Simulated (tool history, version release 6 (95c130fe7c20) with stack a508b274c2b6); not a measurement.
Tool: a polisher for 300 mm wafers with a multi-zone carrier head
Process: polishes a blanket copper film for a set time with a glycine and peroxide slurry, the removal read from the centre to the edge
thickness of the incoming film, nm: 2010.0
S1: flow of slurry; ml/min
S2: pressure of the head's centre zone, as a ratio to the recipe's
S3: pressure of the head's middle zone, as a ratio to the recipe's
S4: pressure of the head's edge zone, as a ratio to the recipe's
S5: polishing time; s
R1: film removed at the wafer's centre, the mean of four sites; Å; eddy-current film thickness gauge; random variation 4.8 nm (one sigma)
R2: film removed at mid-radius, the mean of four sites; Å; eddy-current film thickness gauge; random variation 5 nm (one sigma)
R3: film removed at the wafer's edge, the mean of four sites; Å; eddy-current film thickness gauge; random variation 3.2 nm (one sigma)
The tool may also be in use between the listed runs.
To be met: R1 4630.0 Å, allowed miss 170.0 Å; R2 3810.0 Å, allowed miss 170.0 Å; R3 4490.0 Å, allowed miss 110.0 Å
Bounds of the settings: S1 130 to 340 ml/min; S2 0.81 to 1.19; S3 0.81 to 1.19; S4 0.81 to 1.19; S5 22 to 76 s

Run 1, hour 0.0: S1 220 ml/min, S2 1.00, S3 1.00, S4 1.00, S5 49 s. Result: R1 3479.3 Å, R2 3364.5 Å, R3 3243.1 Å.
Run 2, hour 9.0: S1 220 ml/min, S2 1.04, S3 1.00, S4 1.00, S5 49 s. Result: R1 3637.9 Å, R2 3289.5 Å, R3 3257.3 Å.
Run 3, hour 12.0: S1 220 ml/min, S2 1.04, S3 1.00, S4 1.00, S5 60 s. Result: R1 4346.7 Å, R2 4046.2 Å, R3 4028.8 Å.
Run 4, hour 17.1: S1 225 ml/min, S2 1.04, S3 0.99, S4 1.02, S5 60 s. Result: R1 4431.5 Å, R2 4029.4 Å, R3 4079.7 Å.
Run 5, hour 20.5: S1 185 ml/min, S2 1.04, S3 0.99, S4 1.02, S5 60 s. Result: R1 4176.5 Å, R2 4003.5 Å, R3 3927.4 Å.
Run 6, hour 26.8: S1 140 ml/min, S2 1.04, S3 0.99, S4 1.02, S5 60 s. Result: R1 3868.4 Å, R2 3711.0 Å, R3 3802.5 Å.
Run 7, hour 33.2: S1 155 ml/min, S2 1.04, S3 0.97, S4 1.04, S5 60 s. Result: R1 4081.2 Å, R2 3724.5 Å, R3 3840.3 Å.
Run 8, hour 40.7: S1 160 ml/min, S2 1.02, S3 0.95, S4 1.06, S5 61 s. Result: R1 4119.7 Å, R2 3733.9 Å, R3 4033.2 Å.
Run 9, hour 46.7: S1 160 ml/min, S2 1.02, S3 0.95, S4 1.06, S5 61 s. Result: R1 4017.7 Å, R2 3747.1 Å, R3 4012.5 Å.
Run 10, hour 49.2: S1 170 ml/min, S2 1.02, S3 0.94, S4 1.07, S5 61 s. Result: R1 4078.8 Å, R2 3783.9 Å, R3 4087.4 Å.
Run 11, hour 52.2: S1 180 ml/min, S2 1.03, S3 0.93, S4 1.08, S5 61 s. Result: R1 4234.2 Å, R2 3807.7 Å, R3 4097.2 Å.

Which of these 4 next moves meets every target?
Run A, hour 55.2: S1 155 ml/min, S2 0.94, S3 1.00, S4 1.08, S5 59 s. Result: R1 ?, R2 ?, R3 ?.
Run B, hour 55.2: S1 175 ml/min, S2 1.07, S3 0.92, S4 1.04, S5 61 s. Result: R1 ?, R2 ?, R3 ?.
Run C, hour 55.2: S1 135 ml/min, S2 1.05, S3 0.84, S4 1.05, S5 71 s. Result: R1 ?, R2 ?, R3 ?.
Run D, hour 55.2: S1 140 ml/min, S2 0.94, S3 0.93, S4 1.16, S5 61 s. Result: R1 ?, R2 ?, R3 ?.

move      R1      R2      R3
   A  3585.5  3712.4  3856.7
   B  4342.2  3688.1  3990.3
   C  4639.3  3781.4  4478.8
   D  3605.6  3542.8  4065.8
A: further off than the last run
B: further off than the last run
C: meets every target
D: further off than the last run
Answer: C
